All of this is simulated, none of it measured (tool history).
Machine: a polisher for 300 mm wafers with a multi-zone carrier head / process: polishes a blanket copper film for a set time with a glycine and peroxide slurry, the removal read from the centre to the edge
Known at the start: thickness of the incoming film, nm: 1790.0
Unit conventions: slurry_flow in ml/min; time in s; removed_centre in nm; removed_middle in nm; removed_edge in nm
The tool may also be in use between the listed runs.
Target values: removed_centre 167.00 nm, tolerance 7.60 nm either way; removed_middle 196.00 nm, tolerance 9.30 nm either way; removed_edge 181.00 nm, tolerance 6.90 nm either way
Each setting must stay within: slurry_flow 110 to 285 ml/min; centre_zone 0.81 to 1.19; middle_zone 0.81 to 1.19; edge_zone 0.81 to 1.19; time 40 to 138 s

run 1 day=0.000 | slurry_flow=180 centre_zone=1.00 middle_zone=1.00 edge_zone=1.00 time=88 | removed_centre=330.29 removed_middle=338.22 removed_edge=338.12
run 2 day=0.100 | slurry_flow=180 centre_zone=1.00 middle_zone=1.00 edge_zone=1.00 time=79 | removed_centre=290.01 removed_middle=300.99 removed_edge=294.86
run 3 day=0.388 | slurry_flow=180 centre_zone=1.00 middle_zone=1.00 edge_zone=1.00 time=97 | removed_centre=362.14 removed_middle=370.68 removed_edge=370.44
run 4 day=0.683 | slurry_flow=175 centre_zone=0.97 middle_zone=1.00 edge_zone=0.98 time=84 | removed_centre=303.32 removed_middle=320.05 removed_edge=318.12
run 5 day=0.750 | slurry_flow=165 centre_zone=0.96 middle_zone=1.01 edge_zone=0.97 time=73 | removed_centre=257.25 removed_middle=276.02 removed_edge=266.27
run 6 day=0.962 | slurry_flow=120 centre_zone=0.96 middle_zone=1.01 edge_zone=0.97 time=73 | removed_centre=236.85 removed_middle=256.78 removed_edge=251.82
run 7 day=1.108 | slurry_flow=120 centre_zone=0.94 middle_zone=1.02 edge_zone=0.96 time=67 | removed_centre=212.17 removed_middle=236.25 removed_edge=235.62
run 8 day=1.275 | slurry_flow=120 centre_zone=0.94 middle_zone=1.03 edge_zone=0.94 time=62 | removed_centre=199.75 removed_middle=219.23 removed_edge=213.98
run 9 day=1.575 | slurry_flow=120 centre_zone=0.93 middle_zone=1.04 edge_zone=0.92 time=60 | removed_centre=193.45 removed_middle=210.38 removed_edge=201.03
run 10 day=1.821 | slurry_flow=120 centre_zone=0.91 middle_zone=1.05 edge_zone=0.91 time=59 | removed_centre=183.09 removed_middle=216.01 removed_edge=198.42
run 11 day=1.867 | slurry_flow=120 centre_zone=0.89 middle_zone=1.00 edge_zone=0.86 time=52 | removed_centre=158.36 removed_middle=181.95 removed_edge=174.98
run 12 day=2.100 | slurry_flow=125 centre_zone=0.89 middle_zone=1.01 edge_zone=0.86 time=52 | removed_centre=161.53 removed_middle=182.59 removed_edge=174.29
run 13 day=2.217 | slurry_flow=140 centre_zone=0.88 middle_zone=1.07 edge_zone=0.89 time=54 | removed_centre=170.70 removed_middle=213.48 removed_edge=185.81

Next run, 4 choices. One meets every target within its allowed miss, the rest don't. Which?
run A day=2.333 | slurry_flow=110 centre_zone=0.81 middle_zone=0.90 edge_zone=1.04 time=56 | removed_centre=? removed_middle=? removed_edge=?
run B day=2.333 | slurry_flow=125 centre_zone=0.91 middle_zone=1.05 edge_zone=0.89 time=53 | removed_centre=? removed_middle=? removed_edge=?
run C day=2.333 | slurry_flow=110 centre_zone=0.88 middle_zone=0.88 edge_zone=0.97 time=58 | removed_centre=? removed_middle=? removed_edge=?
run D day=2.333 | slurry_flow=130 centre_zone=0.94 middle_zone=0.94 edge_zone=0.93 time=56 | removed_centre=? removed_middle=? removed_edge=?

move=A removed_centre=145.57 removed_middle=178.74 removed_edge=194.87
move=B removed_centre=161.97 removed_middle=199.89 removed_edge=176.21
move=C removed_centre=163.90 removed_middle=181.66 removed_edge=195.56
move=D removed_centre=178.80 removed_middle=194.36 removed_edge=191.43
A: carries the result that was furthest off beyond its target, to the other side
B: meets every target
C: carries the result that was furthest off beyond its target, to the other side
D: meets the target for the result that was furthest off, but another lies outside its allowed miss
Correct choice: B, which meets every target
